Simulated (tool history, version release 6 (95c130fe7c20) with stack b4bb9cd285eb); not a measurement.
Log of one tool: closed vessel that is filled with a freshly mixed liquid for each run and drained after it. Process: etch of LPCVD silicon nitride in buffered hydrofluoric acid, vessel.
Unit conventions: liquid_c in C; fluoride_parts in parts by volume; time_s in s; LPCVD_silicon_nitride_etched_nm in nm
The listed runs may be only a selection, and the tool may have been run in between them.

run,hour,liquid_c,fluoride_parts,time_s,LPCVD_silicon_nitride_etched_nm
1,0,24,11,2620,31.801
2,5.8,23,11,2620,30.173
3,8.4,21,11,2620,26.976
4,14.5,21,9,2620,31.962
5,23.7,21,9,2825,33.96
6,31.2,20,9,2825,31.865
7,39,19.5,9,2825,30.991
8,44.3,19,9,2825,30.712
9,47.7,18.5,9,2825,29.673
10,55.9,18,9,2825,28.594

What does the tool deliver on the next run?
11,60.3,17.5,9,2825,?

{"run 11": {"LPCVD_silicon_nitride_etched_nm": 28.044}}

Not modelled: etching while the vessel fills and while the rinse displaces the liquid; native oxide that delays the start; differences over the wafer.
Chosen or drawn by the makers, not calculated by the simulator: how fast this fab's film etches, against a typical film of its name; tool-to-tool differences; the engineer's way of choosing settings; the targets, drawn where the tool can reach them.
